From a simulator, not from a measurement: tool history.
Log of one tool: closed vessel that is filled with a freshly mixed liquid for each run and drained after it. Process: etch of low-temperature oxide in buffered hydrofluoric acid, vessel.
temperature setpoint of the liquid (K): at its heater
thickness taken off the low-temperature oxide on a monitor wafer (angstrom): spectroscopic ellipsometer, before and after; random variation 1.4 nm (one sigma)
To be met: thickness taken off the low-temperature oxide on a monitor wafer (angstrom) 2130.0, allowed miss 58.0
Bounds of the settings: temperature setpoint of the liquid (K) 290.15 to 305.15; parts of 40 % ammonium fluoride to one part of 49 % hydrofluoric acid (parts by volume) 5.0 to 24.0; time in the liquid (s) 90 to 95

run,hour,temperature setpoint of the liquid (K),parts of 40 % ammonium fluoride to one part of 49 % hydrofluoric acid (parts by volume),time in the liquid (s),thickness taken off the low-temperature oxide on a monitor wafer (angstrom)
1,0.0,298.15,14.5,90,1392.5
2,8.2,299.65,14.5,90,1522.2
3,16.6,296.65,14.5,90,1270.4
4,21.9,298.15,14.5,90,1387.6
5,30.5,298.15,14.5,95,1471.9
6,39.7,299.15,14.5,95,1565.7
7,42.2,300.15,14.5,95,1635.2
# hour 43.5: thermometer replaced
8,43.5,301.15,14.5,95,1884.6
9,51.3,301.65,14.5,95,1948.4
10,55.0,302.15,14.5,95,1983.6
11,61.5,302.65,14.5,95,2034.6

Which of these 4 next moves meets every target?
A,68.0,303.65,15.0,90,?
B,68.0,302.15,14.5,95,?
C,68.0,303.15,15.0,95,?
D,68.0,303.65,14.5,95,?

move,thickness taken off the low-temperature oxide on a monitor wafer (angstrom)
A,1977.3
B,1993.8
C,2033.1
D,2157.7
A: further off than the last run
B: further off than the last run
C: as far off as the last run
D: meets every target
Answer: D

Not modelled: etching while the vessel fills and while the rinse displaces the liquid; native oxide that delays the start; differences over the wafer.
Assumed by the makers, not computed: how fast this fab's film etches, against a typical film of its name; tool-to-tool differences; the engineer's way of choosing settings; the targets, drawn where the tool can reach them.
